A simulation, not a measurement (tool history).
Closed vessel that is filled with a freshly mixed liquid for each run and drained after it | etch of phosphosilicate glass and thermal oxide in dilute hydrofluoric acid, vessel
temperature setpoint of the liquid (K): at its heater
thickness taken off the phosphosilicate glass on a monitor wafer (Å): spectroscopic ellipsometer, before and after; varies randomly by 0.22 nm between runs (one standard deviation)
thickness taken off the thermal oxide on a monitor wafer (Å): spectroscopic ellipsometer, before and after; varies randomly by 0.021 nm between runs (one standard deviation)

| run | hour | temperature setpoint of the liquid (K) | parts of water to one part of 49 % hydrofluoric acid (parts by volume) | time in the liquid (s) | thickness taken off the phosphosilicate glass on a monitor wafer (Å) | thickness taken off the thermal oxide on a monitor wafer (Å) |
|---|---|---|---|---|---|---|
| 1 | 0 | 295.15 | 95 | 60 | 483.31 | 29.361 |
| 2 | 3.9 | 295.15 | 80 | 60 | 585.97 | 34.288 |
| 3 | 8.7 | 294.15 | 90 | 60 | 497.07 | 29.887 |
| 4 | 12.5 | 293.65 | 100 | 60 | 431.49 | 25.397 |
| 5 | 13.6 | 293.15 | 105 | 60 | 401.87 | 24.089 |
| 6 | 16.3 | 293.15 | 105 | 75 | 501.1 | 29.868 |

Run 7 comes next. What will it give?
| 7 | 22 | 290.15 | 145 | 75 | ? | ? |

{"run 7": {"thickness taken off the phosphosilicate glass on a monitor wafer (Å)": 305.33, "thickness taken off the thermal oxide on a monitor wafer (Å)": 18.188}}
